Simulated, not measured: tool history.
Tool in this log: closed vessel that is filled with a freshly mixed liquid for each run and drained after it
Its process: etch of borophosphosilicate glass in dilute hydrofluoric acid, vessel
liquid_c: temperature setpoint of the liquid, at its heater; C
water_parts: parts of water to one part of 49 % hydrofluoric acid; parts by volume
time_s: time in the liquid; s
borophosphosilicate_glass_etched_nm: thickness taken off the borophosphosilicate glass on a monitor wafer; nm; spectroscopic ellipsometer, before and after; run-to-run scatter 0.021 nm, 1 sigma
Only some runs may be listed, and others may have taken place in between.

run,hour,liquid_c,water_parts,time_s,borophosphosilicate_glass_etched_nm
1,0,26,275,65,8.5129
2,2.2,25,290,65,7.631
3,9.9,24,305,65,6.9968
4,12.4,23.5,320,65,6.4197
5,19,23,330,65,6.1032
6,21.1,22.5,340,65,5.7484
7,29.5,22,350,65,5.4269
8,35.3,21.5,360,65,5.1631

For run 9, what comes out?
9,42.1,21,370,65,?

{"run 9": {"borophosphosilicate_glass_etched_nm": 4.8782}}

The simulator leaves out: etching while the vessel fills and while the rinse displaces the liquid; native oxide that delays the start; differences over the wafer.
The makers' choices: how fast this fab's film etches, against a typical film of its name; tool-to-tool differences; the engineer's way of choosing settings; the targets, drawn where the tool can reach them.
